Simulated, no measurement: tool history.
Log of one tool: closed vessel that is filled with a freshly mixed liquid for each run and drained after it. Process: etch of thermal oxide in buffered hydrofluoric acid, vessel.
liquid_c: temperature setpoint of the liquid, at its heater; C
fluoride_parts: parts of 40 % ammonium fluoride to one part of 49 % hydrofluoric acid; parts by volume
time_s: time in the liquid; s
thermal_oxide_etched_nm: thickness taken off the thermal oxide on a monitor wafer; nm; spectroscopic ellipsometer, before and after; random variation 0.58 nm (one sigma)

run  hour  liquid_c  fluoride_parts  time_s  thermal_oxide_etched_nm
  1   0.0      24.0            12.5      85                   86.731
  2   3.3      23.0            12.5      85                   82.028
  3   6.1      21.0            12.5      85                   74.001
  4  10.0      17.5            12.5      85                   60.059
  5  17.2      17.5            12.5      90                   64.348
  6  19.0      18.0            12.5      90                   65.597

Run 7 comes next. What will it give?
  7  24.5      18.5            12.5      90                        ?

Run 7 gave thermal_oxide_etched_nm 68.579 nm.
